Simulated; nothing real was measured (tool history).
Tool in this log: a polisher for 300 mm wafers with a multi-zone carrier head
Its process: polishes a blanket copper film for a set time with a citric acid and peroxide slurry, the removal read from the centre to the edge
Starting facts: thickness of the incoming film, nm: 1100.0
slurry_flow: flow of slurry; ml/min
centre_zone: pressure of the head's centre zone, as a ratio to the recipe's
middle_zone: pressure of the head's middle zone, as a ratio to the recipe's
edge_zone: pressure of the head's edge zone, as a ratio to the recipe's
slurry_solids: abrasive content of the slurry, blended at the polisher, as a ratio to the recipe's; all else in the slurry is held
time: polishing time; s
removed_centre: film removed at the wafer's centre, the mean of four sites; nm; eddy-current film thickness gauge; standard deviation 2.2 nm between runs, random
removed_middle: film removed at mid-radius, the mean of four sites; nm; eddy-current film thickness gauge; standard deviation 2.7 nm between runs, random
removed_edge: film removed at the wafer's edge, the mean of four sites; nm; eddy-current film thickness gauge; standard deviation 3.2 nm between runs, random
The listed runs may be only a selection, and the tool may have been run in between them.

| run | hour | slurry_flow | centre_zone | middle_zone | edge_zone | slurry_solids | time | removed_centre | removed_middle | removed_edge |
|---|---|---|---|---|---|---|---|---|---|---|
| 1 | 0 | 140 | 1 | 1 | 1 | 1 | 82 | 174.91 | 173.22 | 173.75 |
| 2 | 0.8 | 140 | 1 | 1.07 | 1 | 1 | 82 | 175.1 | 184.35 | 174.54 |
| 3 | 7.3 | 140 | 1 | 1.1 | 1 | 1 | 82 | 173.45 | 188.99 | 172.17 |
| 4 | 8.4 | 145 | 1.01 | 1.1 | 1.02 | 1.1 | 84 | 188.34 | 199.72 | 183.15 |
| 5 | 17 | 145 | 1.01 | 1.1 | 1.02 | 1.1 | 104 | 232.8 | 250.42 | 229.14 |
| 6 | 25.1 | 145 | 1.01 | 1.09 | 1.03 | 1.1 | 104 | 233.03 | 250.34 | 230.16 |
| 7 | 28.2 | 145 | 1.01 | 1.08 | 1.04 | 1.1 | 104 | 233.34 | 244.75 | 234.79 |

What does the tool deliver on the next run?
| 8 | 30.5 | 150 | 1.01 | 1.08 | 1.04 | 1.1 | 104 | ? | ? | ? |

{"run 8": {"removed_centre": 232.67, "removed_middle": 245.9, "removed_edge": 231.28}}
